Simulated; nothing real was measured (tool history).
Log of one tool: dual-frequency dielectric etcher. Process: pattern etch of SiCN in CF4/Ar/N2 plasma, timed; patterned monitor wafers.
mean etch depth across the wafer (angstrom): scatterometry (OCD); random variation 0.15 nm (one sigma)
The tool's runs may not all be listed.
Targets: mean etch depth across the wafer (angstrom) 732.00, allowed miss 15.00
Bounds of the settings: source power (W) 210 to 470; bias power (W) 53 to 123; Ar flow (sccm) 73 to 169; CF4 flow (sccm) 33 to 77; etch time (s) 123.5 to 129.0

| run | day | source power (W) | bias power (W) | Ar flow (sccm) | CF4 flow (sccm) | etch time (s) | mean etch depth across the wafer (angstrom) |
|---|---|---|---|---|---|---|---|
| 1 | 0.000 | 340 | 88 | 121 | 55 | 123.5 | 812.02 |
| 2 | 0.075 | 340 | 88 | 121 | 55 | 123.5 | 809.85 |
| 3 | 0.112 | 390 | 88 | 121 | 55 | 123.5 | 929.51 |
| 4 | 0.412 | 390 | 88 | 109 | 55 | 123.5 | 944.86 |
| 5 | 0.721 | 390 | 79 | 109 | 55 | 123.5 | 903.43 |
| 6 | 1.012 | 390 | 91 | 109 | 55 | 123.5 | 954.10 |
| 7 | 1.183 | 360 | 90 | 109 | 55 | 123.5 | 883.53 |
| 8 | 1.517 | 360 | 90 | 109 | 55 | 123.5 | 879.93 |
| 9 | 1.575 | 340 | 89 | 109 | 55 | 123.5 | 827.92 |
| 10 | 1.808 | 320 | 89 | 109 | 55 | 123.5 | 777.85 |
| 11 | 2.158 | 310 | 89 | 109 | 55 | 123.5 | 752.59 |

Which of these 4 next moves meets every target?
| A | 2.508 | 310 | 86 | 104 | 59 | 124.0 | ? |
| B | 2.508 | 300 | 93 | 116 | 54 | 129.0 | ? |
| C | 2.508 | 340 | 84 | 107 | 46 | 124.5 | ? |
| D | 2.508 | 290 | 96 | 111 | 60 | 123.5 | ? |

| move | mean etch depth across the wafer (angstrom) |
|---|---|
| A | 759.73 |
| B | 762.94 |
| C | 790.39 |
| D | 731.61 |
A: further off than the last run
B: further off than the last run
C: further off than the last run
D: meets every target
Move D is the one to make.
